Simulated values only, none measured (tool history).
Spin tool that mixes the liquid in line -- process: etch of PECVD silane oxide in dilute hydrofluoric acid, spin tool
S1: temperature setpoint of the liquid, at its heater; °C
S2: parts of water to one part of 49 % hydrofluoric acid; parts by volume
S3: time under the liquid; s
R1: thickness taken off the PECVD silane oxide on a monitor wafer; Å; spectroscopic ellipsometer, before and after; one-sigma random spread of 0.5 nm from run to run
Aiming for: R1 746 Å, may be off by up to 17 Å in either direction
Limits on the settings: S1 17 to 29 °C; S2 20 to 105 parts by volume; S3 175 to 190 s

run 1 hour=0 | S1=21 S2=55 S3=175 | R1=534.47
run 2 hour=8.1 | S1=22 S2=55 S3=175 | R1=553.66
run 3 hour=14.4 | S1=22 S2=70 S3=175 | R1=426.09
run 4 hour=15.3 | S1=23 S2=70 S3=175 | R1=437.81
run 5 hour=19.5 | S1=23.5 S2=70 S3=175 | R1=454.18
run 6 hour=25 | S1=20.5 S2=70 S3=175 | R1=396.72
run 7 hour=28.8 | S1=21.5 S2=70 S3=175 | R1=411.03
run 8 hour=32.5 | S1=22.5 S2=70 S3=175 | R1=433.59
run 9 hour=34.8 | S1=23.5 S2=70 S3=175 | R1=450.45
run 10 hour=36.6 | S1=24 S2=70 S3=175 | R1=464.47
run 11 hour=45.6 | S1=24.5 S2=70 S3=175 | R1=465.09
run 12 hour=51.8 | S1=25 S2=70 S3=175 | R1=481.95
run 13 hour=54.1 | S1=25.5 S2=70 S3=175 | R1=484.33
run 14 hour=62.7 | S1=29 S2=50 S3=175 | R1=804.73
run 15 hour=69.8 | S1=28 S2=50 S3=175 | R1=769.05

Which of these 4 next moves meets every target?
run A hour=76.9 | S1=26.5 S2=55 S3=185 | R1=?
run B hour=76.9 | S1=25.5 S2=50 S3=175 | R1=?
run C hour=76.9 | S1=24.5 S2=45 S3=180 | R1=?
run D hour=76.9 | S1=24.5 S2=45 S3=175 | R1=?

move=A R1=695.26
move=B R1=698.95
move=C R1=771.48
move=D R1=750.05
A: carries the result that was furthest off beyond its target, to the other side
B: carries the result that was furthest off beyond its target, to the other side
C: the biggest miss grows against the last run
D: every result lands within tolerance
Answer: D
